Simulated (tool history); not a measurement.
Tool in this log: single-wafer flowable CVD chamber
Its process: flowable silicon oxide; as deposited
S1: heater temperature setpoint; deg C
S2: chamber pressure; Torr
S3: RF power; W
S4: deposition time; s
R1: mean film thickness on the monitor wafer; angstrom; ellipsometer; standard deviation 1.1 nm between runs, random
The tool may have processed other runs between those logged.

run    day   S1     S2    S3   S4      R1
  1  0.000  105  0.858  2045  835  4734.4
  2  0.154  105  0.858  2045  862  4867.2
  3  0.267  107  0.857  2045  862  4586.7
  4  0.304   97  0.857  2045  862  6132.4
  5  0.342  102  0.855  2045  862  5300.1
  6  0.421  105  0.854  2045  862  4827.7
  7  0.475  108  0.853  2045  862  4426.0
  8  0.529  110  0.852  2045  862  4196.1
  9  0.654  111  0.851  2045  862  4062.4
 10  0.971  112  0.851  2045  862  3960.1
 11  1.175  113  0.851  2045  862  3847.9

For run 12, what comes out?
 12  1.258  113  0.851  2045  862   ?

R1: 3852.0 angstrom
